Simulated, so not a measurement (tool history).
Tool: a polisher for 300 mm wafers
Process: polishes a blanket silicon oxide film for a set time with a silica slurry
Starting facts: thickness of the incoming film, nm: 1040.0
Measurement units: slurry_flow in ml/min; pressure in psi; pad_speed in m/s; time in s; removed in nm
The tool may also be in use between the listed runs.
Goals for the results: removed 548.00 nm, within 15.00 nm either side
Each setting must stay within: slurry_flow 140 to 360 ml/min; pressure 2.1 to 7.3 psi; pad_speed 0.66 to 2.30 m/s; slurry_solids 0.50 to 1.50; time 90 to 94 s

run	hour	slurry_flow	pressure	pad_speed	slurry_solids	time	removed
1	0.0	230	4.7	1.46	1.00	90	377.42
2	1.4	230	4.7	1.46	0.90	90	355.03
3	5.7	230	4.7	1.46	1.05	90	379.88
4	6.5	230	4.7	1.46	1.05	90	385.47
5	8.7	235	4.9	1.46	1.05	90	397.42
6	9.8	235	5.1	1.46	1.05	90	415.55
7	17.5	255	6.4	1.48	1.05	90	523.67
# hour 22.6: slurry blender recalibrated
8	22.6	255	6.7	1.48	1.05	90	602.61

Exercise: of the 5 proposed moves below, exactly one satisfies all targets within the stated allowed misses. Which move is it?
A	27.7	230	6.0	1.60	1.15	92	?
B	27.7	220	6.7	1.10	1.25	94	?
C	27.7	290	6.2	1.50	1.05	91	?
D	27.7	290	5.6	1.62	1.15	90	?
E	27.7	245	6.7	1.48	1.10	94	?

move	removed
A	588.87
B	579.04
C	574.80
D	553.86
E	638.16
A: closer than the last run, but not yet in spec
B: closer than the last run, but not yet in spec
C: closer than the last run, but not yet in spec
D: every result within its allowed miss
E: its largest miss is bigger than the last run's
Move D is the one to make.
